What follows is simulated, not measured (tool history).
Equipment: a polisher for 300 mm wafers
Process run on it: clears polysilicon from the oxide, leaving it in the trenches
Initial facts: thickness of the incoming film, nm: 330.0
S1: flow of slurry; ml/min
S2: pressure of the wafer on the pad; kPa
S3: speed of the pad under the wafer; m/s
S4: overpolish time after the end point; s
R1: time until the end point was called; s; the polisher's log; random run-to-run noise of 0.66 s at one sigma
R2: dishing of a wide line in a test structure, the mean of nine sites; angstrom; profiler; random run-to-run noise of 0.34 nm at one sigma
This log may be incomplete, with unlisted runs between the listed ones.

Run 1, hour 0: S1 210 ml/min, S2 16.5 kPa, S3 1.2 m/s, S4 8 s. Result: R1 18.369 s, R2 586.59 angstrom.
Run 2, hour 4.2: S1 210 ml/min, S2 13.1 kPa, S3 1.2 m/s, S4 8 s. Result: R1 23.234 s, R2 570.87 angstrom.
Run 3, hour 7.8: S1 210 ml/min, S2 13.1 kPa, S3 1.2 m/s, S4 11 s. Result: R1 22.723 s, R2 596.37 angstrom.
Run 4, hour 9.9: S1 210 ml/min, S2 13.1 kPa, S3 1.48 m/s, S4 11 s. Result: R1 19.136 s, R2 626.13 angstrom.
Run 5, hour 11.4: S1 210 ml/min, S2 13.1 kPa, S3 1.6 m/s, S4 11 s. Result: R1 18.256 s, R2 643.37 angstrom.
Run 6, hour 14.5: S1 210 ml/min, S2 13.1 kPa, S3 1.6 m/s, S4 9 s. Result: R1 17.929 s, R2 608.78 angstrom.
Run 7, hour 20.4: S1 190 ml/min, S2 12.4 kPa, S3 1.36 m/s, S4 7 s. Result: R1 22.717 s, R2 504.8 angstrom.
Run 8, hour 24.9: S1 175 ml/min, S2 11 kPa, S3 1.26 m/s, S4 6 s. Result: R1 27.564 s, R2 454.29 angstrom.

Expected results for the next run?
Run 9, hour 29.4: S1 165 ml/min, S2 10.3 kPa, S3 1.2 m/s, S4 5 s. Result: R1 ?, R2 ?.

R1: 30.663 s
R2: 377.75 angstrom

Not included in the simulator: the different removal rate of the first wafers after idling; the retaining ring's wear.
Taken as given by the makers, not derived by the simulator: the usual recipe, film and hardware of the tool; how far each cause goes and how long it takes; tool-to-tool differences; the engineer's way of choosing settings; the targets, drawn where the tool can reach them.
